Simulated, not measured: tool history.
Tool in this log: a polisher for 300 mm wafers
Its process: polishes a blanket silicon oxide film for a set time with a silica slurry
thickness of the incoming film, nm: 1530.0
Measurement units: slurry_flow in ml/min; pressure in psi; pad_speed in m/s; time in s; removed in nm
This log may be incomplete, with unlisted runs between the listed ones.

| run | hour | slurry_flow | pressure | pad_speed | slurry_solids | time | removed |
|---|---|---|---|---|---|---|---|
| 1 | 0 | 275 | 3.9 | 1.36 | 1 | 54 | 233.3 |
| 2 | 1.6 | 275 | 4.5 | 1.36 | 1 | 54 | 269.27 |
| 3 | 6.1 | 275 | 4.5 | 1.36 | 0.85 | 54 | 254.49 |
| 4 | 14 | 275 | 4.6 | 1.36 | 0.85 | 54 | 255.81 |
| 5 | 17.6 | 275 | 4.2 | 1.36 | 0.85 | 54 | 232.89 |
| 6 | 26.2 | 275 | 4.3 | 1.36 | 0.85 | 54 | 239.46 |
| 7 | 28.4 | 275 | 4.3 | 1.36 | 0.85 | 54 | 232.89 |
| 8 | 31.7 | 275 | 4.4 | 1.36 | 0.85 | 54 | 244.05 |

For run 9, what comes out?
| 9 | 33.2 | 275 | 4.5 | 1.36 | 0.85 | 54 | ? |

Run 9 measured removed 251.16 nm.
